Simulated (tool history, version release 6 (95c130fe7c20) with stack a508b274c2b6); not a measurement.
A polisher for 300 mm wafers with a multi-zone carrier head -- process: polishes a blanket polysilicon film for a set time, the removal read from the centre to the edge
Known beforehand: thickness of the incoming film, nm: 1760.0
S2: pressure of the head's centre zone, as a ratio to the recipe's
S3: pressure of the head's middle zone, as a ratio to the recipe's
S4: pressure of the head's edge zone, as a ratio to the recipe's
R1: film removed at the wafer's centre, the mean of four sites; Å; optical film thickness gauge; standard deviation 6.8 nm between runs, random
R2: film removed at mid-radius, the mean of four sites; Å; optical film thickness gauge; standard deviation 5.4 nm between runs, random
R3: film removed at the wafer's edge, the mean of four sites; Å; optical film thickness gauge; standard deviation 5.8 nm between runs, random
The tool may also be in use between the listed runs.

run 1 hour=0 | flow_of_slurry_(ml/min)=185 S2=1 S3=1 S4=1 polishing_time_(s)=63 | R1=5020.6 R2=5040 R3=5116.9
run 2 hour=5.1 | flow_of_slurry_(ml/min)=185 S2=0.95 S3=1 S4=1 polishing_time_(s)=63 | R1=4683.6 R2=5056.1 R3=5011.4
run 3 hour=6.3 | flow_of_slurry_(ml/min)=185 S2=0.95 S3=1.05 S4=1 polishing_time_(s)=63 | R1=4625.9 R2=5216.9 R3=5007.2
run 4 hour=10.2 | flow_of_slurry_(ml/min)=220 S2=0.95 S3=1.05 S4=1 polishing_time_(s)=63 | R1=4926.9 R2=5349.7 R3=5123
run 5 hour=17.3 | flow_of_slurry_(ml/min)=220 S2=1.01 S3=1.05 S4=1 polishing_time_(s)=63 | R1=5156.2 R2=5382.3 R3=5037.4
run 6 hour=18.1 | flow_of_slurry_(ml/min)=230 S2=1.03 S3=1.02 S4=1.02 polishing_time_(s)=63 | R1=5237.6 R2=5170.2 R3=5165.1

Expected results for the next run?
run 7 hour=26 | flow_of_slurry_(ml/min)=235 S2=1.05 S3=1.01 S4=1.02 polishing_time_(s)=64 | R1=? R2=? R3=?

R1: 5491.3 Å
R2: 5306.8 Å
R3: 5295.5 Å
